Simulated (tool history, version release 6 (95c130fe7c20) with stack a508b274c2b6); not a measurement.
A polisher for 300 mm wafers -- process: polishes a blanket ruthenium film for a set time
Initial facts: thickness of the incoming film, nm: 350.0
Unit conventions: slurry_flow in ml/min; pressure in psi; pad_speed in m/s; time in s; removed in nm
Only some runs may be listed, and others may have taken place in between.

run 1 day=0 | slurry_flow=295 pressure=1.4 pad_speed=0.96 time=126 | removed=108.33
run 2 day=0.229 | slurry_flow=230 pressure=1.4 pad_speed=0.96 time=126 | removed=107.51
run 3 day=0.471 | slurry_flow=230 pressure=1.6 pad_speed=0.96 time=126 | removed=118.1
run 4 day=0.767 | slurry_flow=180 pressure=1.6 pad_speed=0.96 time=126 | removed=116.21
run 5 day=1.033 | slurry_flow=180 pressure=1.4 pad_speed=0.96 time=126 | removed=102.59
run 6 day=1.342 | slurry_flow=210 pressure=1.4 pad_speed=0.96 time=126 | removed=104.92
-- day=1.512 head pressure recalibrated
run 7 day=1.512 | slurry_flow=210 pressure=1.4 pad_speed=0.96 time=126 | removed=96.246

Run 8 has not been measured yet. What should we expect?
run 8 day=1.775 | slurry_flow=260 pressure=1.6 pad_speed=0.96 time=126 | removed=?

{"run 8": {"removed": 111.14}}
